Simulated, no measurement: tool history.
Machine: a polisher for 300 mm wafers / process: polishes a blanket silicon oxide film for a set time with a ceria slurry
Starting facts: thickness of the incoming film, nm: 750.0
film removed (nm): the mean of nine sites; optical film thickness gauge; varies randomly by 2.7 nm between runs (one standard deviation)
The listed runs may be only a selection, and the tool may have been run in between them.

run,hour,flow of slurry (ml/min),pressure of the wafer on the pad (psi),speed of the pad under the wafer (m/s),polishing time (s),film removed (nm)
1,0.0,320,2.7,1.20,80,431.06
2,7.6,320,2.5,1.20,80,399.45
3,11.4,320,2.5,1.20,80,390.09
4,20.2,320,2.4,1.20,80,381.81
5,24.6,360,2.4,1.20,80,388.75
6,25.4,355,2.3,1.20,80,372.43
7,33.6,350,2.2,1.20,80,351.06
8,39.8,345,2.1,1.20,80,334.90

Predict the results of run 9:
9,46.1,340,1.7,1.20,80,?

{"run 9": {"film removed (nm)": 281.33}}

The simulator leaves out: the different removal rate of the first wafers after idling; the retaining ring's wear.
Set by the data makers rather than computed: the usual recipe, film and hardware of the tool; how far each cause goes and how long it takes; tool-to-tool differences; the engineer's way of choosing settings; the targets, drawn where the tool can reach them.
